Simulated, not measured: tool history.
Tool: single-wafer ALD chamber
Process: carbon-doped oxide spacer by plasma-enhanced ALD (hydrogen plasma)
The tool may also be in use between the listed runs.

| run | day | heater temperature setpoint (deg C) | number of ALD cycles (cycles) | mean film thickness on the monitor wafer (nm) |
|---|---|---|---|---|
| 1 | 0 | 375 | 673 | 35.07 |
| 2 | 0.083 | 375 | 604 | 31.711 |
| 3 | 0.404 | 375 | 572 | 29.887 |
| 4 | 0.546 | 384 | 572 | 29.825 |
| 5 | 0.612 | 380 | 572 | 29.89 |
| 6 | 0.846 | 375 | 572 | 29.802 |
| 7 | 1.138 | 375 | 554 | 28.889 |

Run 8 comes next. What will it give?
| 8 | 1.454 | 375 | 493 | ? |

mean film thickness on the monitor wafer (nm): 25.662
